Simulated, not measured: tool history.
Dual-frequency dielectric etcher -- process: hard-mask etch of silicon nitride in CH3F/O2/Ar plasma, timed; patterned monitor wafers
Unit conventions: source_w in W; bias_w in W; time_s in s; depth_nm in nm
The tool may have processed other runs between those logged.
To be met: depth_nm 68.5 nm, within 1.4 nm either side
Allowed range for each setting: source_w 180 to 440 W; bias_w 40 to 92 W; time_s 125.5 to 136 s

run    day  source_w  bias_w  time_s  depth_nm
  1      0       310      66     136    89.874
  2  0.333       310      74     136    94.916
  3  0.579       310      74   125.5    86.413
  4  0.871       310      74     136    93.867
  5  1.071       360      74     136    102.59
  6  1.138       390      74     136    107.15
  7   1.25       330      61     127    84.704
  8  1.346       310      60     127    81.218
  9  1.558       290      60     127    77.581
 10  1.804       280      60     127    76.828
 11  1.838       270      60     127    75.028
 12  2.071       260      60     127    72.865

Exactly one of the 4 candidate moves below puts every result within its allowed miss. Which one?
  A  2.304       260      59     127         ?
  B  2.304       250      56     126         ?
  C  2.304       250      63   127.5         ?
  D  2.304       250      57     132         ?

move  depth_nm
   A    72.496
   B    68.685
   C     72.94
   D    72.478
A: moves toward the targets from the last run without getting all of them in spec
B: meets every target
C: no better and no worse than the last run
D: moves toward the targets from the last run without getting all of them in spec
Answer: B

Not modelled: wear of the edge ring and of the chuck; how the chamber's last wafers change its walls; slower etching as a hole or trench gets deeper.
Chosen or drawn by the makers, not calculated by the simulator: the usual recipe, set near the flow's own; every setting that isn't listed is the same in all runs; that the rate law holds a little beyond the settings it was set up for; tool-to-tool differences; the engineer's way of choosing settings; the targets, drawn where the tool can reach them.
